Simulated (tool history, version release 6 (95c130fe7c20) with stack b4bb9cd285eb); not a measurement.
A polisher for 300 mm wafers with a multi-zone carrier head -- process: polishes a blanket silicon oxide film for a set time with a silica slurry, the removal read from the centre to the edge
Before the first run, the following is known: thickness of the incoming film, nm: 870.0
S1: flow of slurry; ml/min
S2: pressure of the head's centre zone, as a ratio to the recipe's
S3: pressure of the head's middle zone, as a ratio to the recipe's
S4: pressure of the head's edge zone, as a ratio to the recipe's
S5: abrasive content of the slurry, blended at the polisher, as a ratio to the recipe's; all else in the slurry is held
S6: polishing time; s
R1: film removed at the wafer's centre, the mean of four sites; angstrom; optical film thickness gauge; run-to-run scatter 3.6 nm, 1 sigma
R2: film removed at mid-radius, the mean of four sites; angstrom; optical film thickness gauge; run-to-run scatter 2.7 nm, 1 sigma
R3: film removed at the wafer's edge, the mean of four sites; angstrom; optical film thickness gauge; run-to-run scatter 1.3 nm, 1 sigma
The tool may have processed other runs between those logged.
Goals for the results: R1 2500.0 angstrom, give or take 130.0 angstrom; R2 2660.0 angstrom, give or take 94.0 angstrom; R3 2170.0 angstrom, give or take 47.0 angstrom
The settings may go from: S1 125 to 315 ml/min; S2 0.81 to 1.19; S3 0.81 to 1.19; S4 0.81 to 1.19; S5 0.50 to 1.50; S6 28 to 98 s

run 1 hour=0.0 | S1=205 S2=1.00 S3=1.00 S4=1.00 S5=1.00 S6=63 | R1=2836.4 R2=2900.3 R3=2849.6
run 2 hour=2.5 | S1=205 S2=1.00 S3=1.00 S4=1.00 S5=0.80 S6=63 | R1=2597.2 R2=2647.9 R3=2601.5
run 3 hour=7.9 | S1=245 S2=1.00 S3=1.00 S4=1.00 S5=0.80 S6=63 | R1=2660.8 R2=2695.4 R3=2639.0
run 4 hour=13.6 | S1=245 S2=1.00 S3=1.01 S4=0.98 S5=0.80 S6=63 | R1=2646.9 R2=2694.4 R3=2630.1
run 5 hour=16.7 | S1=240 S2=1.01 S3=1.03 S4=0.96 S5=0.75 S6=63 | R1=2553.0 R2=2697.2 R3=2501.2
run 6 hour=24.2 | S1=240 S2=1.01 S3=1.06 S4=0.96 S5=0.75 S6=63 | R1=2501.4 R2=2728.0 R3=2505.9
run 7 hour=29.9 | S1=235 S2=1.02 S3=1.06 S4=0.94 S5=0.75 S6=63 | R1=2569.1 R2=2713.7 R3=2478.1
run 8 hour=36.7 | S1=230 S2=1.03 S3=1.07 S4=0.92 S5=0.75 S6=63 | R1=2611.0 R2=2710.3 R3=2455.7
run 9 hour=38.6 | S1=230 S2=1.03 S3=1.08 S4=0.91 S5=0.75 S6=63 | R1=2520.7 R2=2753.7 R3=2452.3
run 10 hour=46.1 | S1=230 S2=1.04 S3=1.09 S4=0.90 S5=0.75 S6=63 | R1=2691.0 R2=2739.7 R3=2433.4
run 11 hour=53.4 | S1=230 S2=1.04 S3=1.10 S4=0.89 S5=0.75 S6=63 | R1=2694.9 R2=2774.9 R3=2418.4
run 12 hour=61.2 | S1=225 S2=1.04 S3=1.11 S4=0.88 S5=0.75 S6=63 | R1=2693.4 R2=2803.8 R3=2392.6
run 13 hour=70.2 | S1=220 S2=1.04 S3=1.11 S4=0.87 S5=0.75 S6=63 | R1=2669.4 R2=2835.1 R3=2384.7
run 14 hour=75.4 | S1=220 S2=1.04 S3=1.11 S4=0.86 S5=0.75 S6=63 | R1=2705.9 R2=2820.8 R3=2371.8
run 15 hour=84.0 | S1=220 S2=1.04 S3=1.11 S4=0.85 S5=0.75 S6=63 | R1=2569.3 R2=2748.3 R3=2347.3
run 16 hour=88.2 | S1=215 S2=1.04 S3=1.11 S4=0.84 S5=0.75 S6=63 | R1=2612.2 R2=2790.4 R3=2332.4
run 17 hour=92.7 | S1=210 S2=1.04 S3=1.11 S4=0.84 S5=0.75 S6=63 | R1=2619.2 R2=2801.0 R3=2360.3

Next run, 4 choices. One meets every target within its allowed miss, the rest don't. Which?
run A hour=97.2 | S1=155 S2=1.02 S3=1.10 S4=0.82 S5=0.70 S6=60 | R1=? R2=? R3=?
run B hour=97.2 | S1=245 S2=1.02 S3=0.95 S4=0.85 S5=0.80 S6=64 | R1=? R2=? R3=?
run C hour=97.2 | S1=215 S2=1.06 S3=1.13 S4=0.82 S5=0.75 S6=59 | R1=? R2=? R3=?
run D hour=97.2 | S1=195 S2=0.97 S3=1.12 S4=0.81 S5=0.60 S6=67 | R1=? R2=? R3=?

move=A R1=2270.8 R2=2463.6 R3=2087.4
move=B R1=2727.2 R2=2600.2 R3=2505.3
move=C R1=2493.1 R2=2659.8 R3=2179.5
move=D R1=2319.1 R2=2665.6 R3=2194.7
A: takes the result that was furthest off past its target
B: the biggest miss grows against the last run
C: meets every target
D: brings the result that was furthest off to its target, and leaves another outside
C meets every target.

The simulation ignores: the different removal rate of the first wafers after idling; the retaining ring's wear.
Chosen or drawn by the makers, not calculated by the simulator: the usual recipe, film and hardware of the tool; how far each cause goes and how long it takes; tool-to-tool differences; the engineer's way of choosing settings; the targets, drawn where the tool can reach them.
